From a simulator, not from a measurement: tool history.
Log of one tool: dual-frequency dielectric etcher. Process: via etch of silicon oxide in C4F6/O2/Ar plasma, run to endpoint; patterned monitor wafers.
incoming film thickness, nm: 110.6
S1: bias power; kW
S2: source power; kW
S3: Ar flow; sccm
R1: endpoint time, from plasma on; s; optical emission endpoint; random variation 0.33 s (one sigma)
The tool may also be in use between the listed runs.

{"run": 1, "hour": 0.0, "S1": 0.368, "S2": 0.43, "S3": 347, "R1": 27.55}
{"run": 2, "hour": 2.5, "S1": 0.368, "S2": 0.43, "S3": 325, "R1": 26.751}
{"run": 3, "hour": 9.8, "S1": 0.331, "S2": 0.38, "S3": 348, "R1": 30.232}
{"run": 4, "hour": 13.8, "S1": 0.331, "S2": 0.38, "S3": 387, "R1": 31.044}
{"run": 5, "hour": 22.0, "S1": 0.331, "S2": 0.38, "S3": 408, "R1": 31.016}
{"run": 6, "hour": 22.7, "S1": 0.303, "S2": 0.36, "S3": 413, "R1": 33.131}
{"run": 7, "hour": 29.3, "S1": 0.303, "S2": 0.36, "S3": 413, "R1": 32.816}

The next listed run, before its measurement:
{"run": 8, "hour": 31.8, "S1": 0.229, "S2": 0.28, "S3": 432, "R1": "?"}

{"run 8": {"R1": 41.453}}
